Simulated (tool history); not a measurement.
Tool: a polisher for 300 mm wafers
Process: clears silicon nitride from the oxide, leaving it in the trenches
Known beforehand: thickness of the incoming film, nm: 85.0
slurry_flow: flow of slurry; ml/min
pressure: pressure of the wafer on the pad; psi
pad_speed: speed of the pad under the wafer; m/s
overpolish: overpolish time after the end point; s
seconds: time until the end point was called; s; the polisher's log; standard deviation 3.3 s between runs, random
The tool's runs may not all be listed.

{"run": 1, "day": 0.0, "slurry_flow": 215, "pressure": 2.8, "pad_speed": 1.24, "overpolish": 13, "seconds": 87.342}
{"run": 2, "day": 0.312, "slurry_flow": 215, "pressure": 2.6, "pad_speed": 1.18, "overpolish": 13, "seconds": 97.52}
{"run": 3, "day": 0.575, "slurry_flow": 215, "pressure": 2.4, "pad_speed": 1.12, "overpolish": 13, "seconds": 109.22}
{"run": 4, "day": 0.721, "slurry_flow": 215, "pressure": 2.2, "pad_speed": 1.06, "overpolish": 13, "seconds": 117.04}
{"run": 5, "day": 1.025, "slurry_flow": 215, "pressure": 2.1, "pad_speed": 1.0, "overpolish": 13, "seconds": 123.73}
{"run": 6, "day": 1.288, "slurry_flow": 185, "pressure": 2.1, "pad_speed": 1.0, "overpolish": 13, "seconds": 133.46}
{"run": 7, "day": 1.375, "slurry_flow": 180, "pressure": 2.0, "pad_speed": 0.96, "overpolish": 13, "seconds": 143.7}

Expected results for the next run?
{"run": 8, "day": 1.746, "slurry_flow": 175, "pressure": 1.9, "pad_speed": 0.94, "overpolish": 13, "seconds": "?"}

Logged for run 8: seconds 147.180 s.

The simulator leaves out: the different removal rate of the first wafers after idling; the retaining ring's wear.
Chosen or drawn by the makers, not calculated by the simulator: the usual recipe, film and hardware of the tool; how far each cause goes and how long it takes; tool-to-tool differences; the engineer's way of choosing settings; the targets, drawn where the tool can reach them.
